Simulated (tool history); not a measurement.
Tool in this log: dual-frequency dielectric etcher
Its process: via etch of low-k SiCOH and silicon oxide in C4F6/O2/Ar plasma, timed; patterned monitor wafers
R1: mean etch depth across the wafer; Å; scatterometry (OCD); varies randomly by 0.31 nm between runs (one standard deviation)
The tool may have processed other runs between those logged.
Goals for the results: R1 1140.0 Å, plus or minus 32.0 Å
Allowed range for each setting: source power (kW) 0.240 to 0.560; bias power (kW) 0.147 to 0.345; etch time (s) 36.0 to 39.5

Run 1, hour 0.0: source power (kW) 0.400, bias power (kW) 0.246, etch time (s) 39.5. Result: R1 1242.2 Å.
Run 2, hour 3.7: source power (kW) 0.390, bias power (kW) 0.244, etch time (s) 39.5. Result: R1 1226.1 Å.
Run 3, hour 8.6: source power (kW) 0.460, bias power (kW) 0.244, etch time (s) 39.5. Result: R1 1316.7 Å.
Run 4, hour 17.5: source power (kW) 0.510, bias power (kW) 0.244, etch time (s) 39.5. Result: R1 1380.7 Å.
Run 5, hour 21.6: source power (kW) 0.490, bias power (kW) 0.239, etch time (s) 39.5. Result: R1 1343.1 Å.
Run 6, hour 26.2: source power (kW) 0.490, bias power (kW) 0.195, etch time (s) 39.5. Result: R1 1261.1 Å.
Run 7, hour 34.2: source power (kW) 0.480, bias power (kW) 0.192, etch time (s) 39.5. Result: R1 1241.6 Å.
Run 8, hour 42.3: source power (kW) 0.470, bias power (kW) 0.190, etch time (s) 39.5. Result: R1 1231.9 Å.
Run 9, hour 44.3: source power (kW) 0.460, bias power (kW) 0.188, etch time (s) 39.5. Result: R1 1209.3 Å.
Run 10, hour 46.5: source power (kW) 0.450, bias power (kW) 0.187, etch time (s) 39.5. Result: R1 1205.6 Å.
Run 11, hour 47.1: source power (kW) 0.440, bias power (kW) 0.185, etch time (s) 39.5. Result: R1 1179.5 Å.
Run 12, hour 47.8: source power (kW) 0.440, bias power (kW) 0.184, etch time (s) 39.5. Result: R1 1183.5 Å.
Run 13, hour 53.7: source power (kW) 0.440, bias power (kW) 0.183, etch time (s) 39.5. Result: R1 1181.5 Å.
At hour 61.0: wet clean of the chamber.
Run 14, hour 61.0: source power (kW) 0.440, bias power (kW) 0.182, etch time (s) 39.5. Result: R1 1206.8 Å.
Run 15, hour 67.6: source power (kW) 0.430, bias power (kW) 0.179, etch time (s) 39.5. Result: R1 1191.3 Å.
Run 16, hour 69.6: source power (kW) 0.390, bias power (kW) 0.169, etch time (s) 39.0. Result: R1 1102.1 Å.
Run 17, hour 74.5: source power (kW) 0.390, bias power (kW) 0.170, etch time (s) 39.0. Result: R1 1110.4 Å.
Run 18, hour 77.4: source power (kW) 0.390, bias power (kW) 0.171, etch time (s) 39.0. Result: R1 1109.4 Å.

Pick the move, out of 4, that brings all results within their allowed miss; only one does.
Run A, hour 80.3: source power (kW) 0.410, bias power (kW) 0.189, etch time (s) 36.0. Result: R1 ?.
Run B, hour 80.3: source power (kW) 0.470, bias power (kW) 0.165, etch time (s) 37.0. Result: R1 ?.
Run C, hour 80.3: source power (kW) 0.380, bias power (kW) 0.177, etch time (s) 37.5. Result: R1 ?.
Run D, hour 80.3: source power (kW) 0.380, bias power (kW) 0.167, etch time (s) 37.5. Result: R1 ?.

move      R1
   A  1082.5
   B  1132.2
   C  1069.1
   D  1050.3
A: the biggest miss grows against the last run
B: all results land within tolerance of their targets
C: the biggest miss grows against the last run
D: the biggest miss grows against the last run
Move B is the one to make.
